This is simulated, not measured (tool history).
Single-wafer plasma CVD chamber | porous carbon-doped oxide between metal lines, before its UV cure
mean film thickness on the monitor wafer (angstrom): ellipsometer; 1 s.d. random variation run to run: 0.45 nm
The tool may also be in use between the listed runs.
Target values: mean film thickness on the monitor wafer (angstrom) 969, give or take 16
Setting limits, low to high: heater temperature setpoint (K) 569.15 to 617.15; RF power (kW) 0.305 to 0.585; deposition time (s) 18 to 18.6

run  hour  heater temperature setpoint (K)  RF power (kW)  deposition time (s)  mean film thickness on the monitor wafer (angstrom)
  1     0                           593.15          0.445                   18                                               875.94
  2   3.8                           593.15          0.415                   18                                               847.76
  3   9.6                           603.15          0.415                   18                                               797.47
  4  12.2                           614.15          0.415                   18                                               753.99
  5  16.7                           614.15          0.415                   18                                               753.88
  6  18.3                           610.15          0.415                   18                                               773.21
  7  25.1                           598.15           0.44                   18                                               843.68
  8    26                           596.15           0.44                   18                                               851.74
  9  32.8                           594.15           0.44                   18                                               862.45
 10  35.9                           592.15           0.44                   18                                               875.13
 11  36.8                           590.15           0.44                   18                                                874.5
 12  42.5                           588.15          0.445                   18                                               901.21
 13  48.4                           587.15          0.445                   18                                               905.64
 14  56.7                           586.15          0.445                   18                                               911.99

5 next moves are on the table. One of them brings every result within its allowed miss. Which?
  A    65                           595.15            0.4                 18.1                                                    ?
  B    65                           597.15          0.545                 18.4                                                    ?
  C    65                           591.15          0.425                   18                                                    ?
  D    65                           590.15           0.39                 18.3                                                    ?
  E    65                           582.15          0.425                 18.4                                                    ?

move  mean film thickness on the monitor wafer (angstrom)
   A                                               817.22
   B                                               962.59
   C                                               859.31
   D                                               838.84
   E                                               926.57
A: its largest miss is bigger than the last run's
B: each result inside its tolerance
C: its largest miss is bigger than the last run's
D: its largest miss is bigger than the last run's
E: nearer the targets than the last run, but a result is still out of spec
B is the move that brings every result within its allowed miss.
